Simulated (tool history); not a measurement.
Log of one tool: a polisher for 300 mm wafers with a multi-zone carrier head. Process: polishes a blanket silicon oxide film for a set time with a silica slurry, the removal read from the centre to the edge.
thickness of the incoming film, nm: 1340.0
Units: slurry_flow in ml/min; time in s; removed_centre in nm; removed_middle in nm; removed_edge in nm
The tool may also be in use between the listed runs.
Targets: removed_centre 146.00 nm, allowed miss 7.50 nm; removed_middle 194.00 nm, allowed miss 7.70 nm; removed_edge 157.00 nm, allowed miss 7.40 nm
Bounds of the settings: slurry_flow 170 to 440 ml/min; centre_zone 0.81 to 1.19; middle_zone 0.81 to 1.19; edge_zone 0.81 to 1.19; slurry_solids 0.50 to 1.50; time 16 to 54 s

run	hour	slurry_flow	centre_zone	middle_zone	edge_zone	slurry_solids	time	removed_centre	removed_middle	removed_edge
1	0.0	280	1.00	1.00	1.00	1.00	35	109.17	109.29	109.77
2	4.6	280	1.00	1.08	1.00	1.00	35	105.83	116.69	107.36
3	13.1	285	0.99	1.10	1.00	1.10	36	113.77	127.41	114.83
4	17.0	285	0.99	1.14	1.00	1.10	36	112.88	133.22	113.96
5	18.3	285	0.95	1.14	1.00	1.10	36	108.42	130.06	116.35
# hour 22.3: slurry nozzle cleaned
6	22.3	285	0.91	1.14	1.00	1.10	36	105.44	134.69	118.30
7	29.8	290	0.91	1.15	0.99	1.20	37	114.60	144.37	127.89
8	37.1	320	0.84	1.19	0.89	1.45	44	137.66	192.15	154.60
9	40.9	320	0.85	1.19	0.89	1.45	44	137.01	189.34	149.36

Which of these 5 next moves meets every target?
A	44.7	375	0.89	1.19	0.95	1.50	44	?	?	?
B	44.7	270	0.86	1.08	0.91	1.50	44	?	?	?
C	44.7	310	0.84	1.12	1.01	1.35	49	?	?	?
D	44.7	350	0.87	1.11	0.85	1.35	43	?	?	?
E	44.7	180	0.94	1.12	0.94	1.10	50	?	?	?

move	removed_centre	removed_middle	removed_edge
A	147.15	195.11	158.19
B	138.23	175.16	152.39
C	146.99	196.48	173.53
D	134.95	172.65	141.51
E	148.36	177.89	153.69
A: meets every target
B: further off than the last run
C: brings the result that was furthest off to its target, and leaves another outside
D: further off than the last run
E: brings the result that was furthest off to its target, and leaves another outside
Answer: A
